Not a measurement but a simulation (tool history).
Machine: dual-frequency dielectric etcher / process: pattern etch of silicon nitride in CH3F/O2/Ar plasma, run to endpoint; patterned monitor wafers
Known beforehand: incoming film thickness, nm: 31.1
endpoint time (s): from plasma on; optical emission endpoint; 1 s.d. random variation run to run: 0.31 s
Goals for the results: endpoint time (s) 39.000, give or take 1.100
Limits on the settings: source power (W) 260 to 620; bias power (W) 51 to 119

run,hour,source power (W),bias power (W),endpoint time (s)
1,0.0,440,85,44.261
2,8.0,460,86,44.035
3,9.3,470,89,42.501
4,14.8,470,75,45.734
5,15.4,490,77,44.458
6,23.1,430,77,47.038
7,31.9,450,78,45.376
8,35.0,470,80,44.970

Of the 4 settings listed for the next run, only one would bring every result within its allowed miss of target. Which one?
A,38.1,530,99,?
B,38.1,580,101,?
C,38.1,500,61,?
D,38.1,590,105,?

move,endpoint time (s)
A,38.818
B,37.138
C,47.358
D,36.349
A: every result within its allowed miss
B: takes the biggest miss from the last run beyond its target
C: moves away from the targets compared with the last run
D: takes the biggest miss from the last run beyond its target
A is the move that brings every result within its allowed miss.
